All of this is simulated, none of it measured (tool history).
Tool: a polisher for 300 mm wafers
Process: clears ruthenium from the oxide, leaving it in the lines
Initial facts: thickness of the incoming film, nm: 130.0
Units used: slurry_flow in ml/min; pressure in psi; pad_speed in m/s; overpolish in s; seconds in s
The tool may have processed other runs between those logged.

| run | hour | slurry_flow | pressure | pad_speed | overpolish | seconds |
|---|---|---|---|---|---|---|
| 1 | 0.0 | 265 | 1.9 | 0.92 | 5 | 124.98 |
| 2 | 4.8 | 240 | 1.9 | 0.92 | 5 | 125.85 |
| 3 | 9.2 | 240 | 1.9 | 0.92 | 4 | 128.18 |
| 4 | 12.4 | 240 | 1.7 | 0.88 | 4 | 145.42 |
| 5 | 20.4 | 240 | 1.7 | 0.66 | 4 | 194.22 |
| 6 | 25.8 | 240 | 1.7 | 0.66 | 4 | 193.97 |

Run 7 comes next. What will it give?
| 7 | 31.0 | 240 | 1.6 | 0.66 | 4 | ? |

seconds: 196.14 s
